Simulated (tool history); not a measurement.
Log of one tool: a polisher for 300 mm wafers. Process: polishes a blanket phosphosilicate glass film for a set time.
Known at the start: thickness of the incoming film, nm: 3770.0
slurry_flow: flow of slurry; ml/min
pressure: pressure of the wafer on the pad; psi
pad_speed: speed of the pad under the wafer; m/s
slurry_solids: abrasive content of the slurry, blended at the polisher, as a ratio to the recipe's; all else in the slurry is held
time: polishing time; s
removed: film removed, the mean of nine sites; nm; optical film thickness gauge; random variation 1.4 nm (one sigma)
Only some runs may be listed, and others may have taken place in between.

Run 1, hour 0.0: slurry_flow 125 ml/min, pressure 2.6 psi, pad_speed 0.96 m/s, slurry_solids 1.0, time 35 s. Result: removed 270.14 nm.
Run 2, hour 8.4: slurry_flow 120 ml/min, pressure 2.2 psi, pad_speed 0.94 m/s, slurry_solids 1.0, time 35 s. Result: removed 225.95 nm.
Run 3, hour 13.2: slurry_flow 115 ml/min, pressure 1.9 psi, pad_speed 0.92 m/s, slurry_solids 1.0, time 35 s. Result: removed 188.34 nm.
Run 4, hour 18.9: slurry_flow 115 ml/min, pressure 2.3 psi, pad_speed 0.92 m/s, slurry_solids 1.0, time 35 s. Result: removed 228.29 nm.
Run 5, hour 25.3: slurry_flow 115 ml/min, pressure 2.3 psi, pad_speed 0.92 m/s, slurry_solids 1.0, time 35 s. Result: removed 227.21 nm.
Run 6, hour 29.5: slurry_flow 115 ml/min, pressure 2.1 psi, pad_speed 0.92 m/s, slurry_solids 1.0, time 35 s. Result: removed 210.22 nm.
Run 7, hour 31.1: slurry_flow 110 ml/min, pressure 1.8 psi, pad_speed 0.92 m/s, slurry_solids 1.0, time 35 s. Result: removed 177.97 nm.
Run 8, hour 33.2: slurry_flow 105 ml/min, pressure 1.7 psi, pad_speed 0.92 m/s, slurry_solids 1.0, time 35 s. Result: removed 165.32 nm.
Run 9, hour 36.7: slurry_flow 100 ml/min, pressure 1.7 psi, pad_speed 0.92 m/s, slurry_solids 1.0, time 35 s. Result: removed 166.70 nm.

What will run 10 give?
Run 10, hour 39.2: slurry_flow 95 ml/min, pressure 1.6 psi, pad_speed 0.92 m/s, slurry_solids 1.0, time 35 s. Result: removed ?.

{"run 10": {"removed": 153.33}}
